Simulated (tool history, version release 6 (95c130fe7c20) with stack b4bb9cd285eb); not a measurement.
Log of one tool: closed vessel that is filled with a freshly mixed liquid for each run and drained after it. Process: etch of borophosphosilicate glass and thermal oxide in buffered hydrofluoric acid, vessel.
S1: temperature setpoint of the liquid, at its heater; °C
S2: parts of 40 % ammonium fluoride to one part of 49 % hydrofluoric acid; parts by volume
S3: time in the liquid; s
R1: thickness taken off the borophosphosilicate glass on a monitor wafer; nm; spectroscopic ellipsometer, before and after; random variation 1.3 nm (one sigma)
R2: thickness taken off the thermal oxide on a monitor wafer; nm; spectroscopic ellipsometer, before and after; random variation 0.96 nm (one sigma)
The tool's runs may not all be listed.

run  hour    S1    S2  S3      R1      R2
  1     0    21  16.5  60   40.96  36.673
  2   2.5    21    13  60  51.323  46.852
  3   6.8    22    12  60  59.949  53.499
  4   7.9  22.5  11.5  60  63.591  57.374
  5  11.9  22.5  11.5  85  90.132  81.018
  6  16.6    23  11.5  85  93.277  84.991
  7  20.6  23.5  11.5  85  93.297  86.077

Run 8 comes next. What will it give?
  8    23  24  11  85   ?   ?

R1: 103.79 nm
R2: 92.187 nm
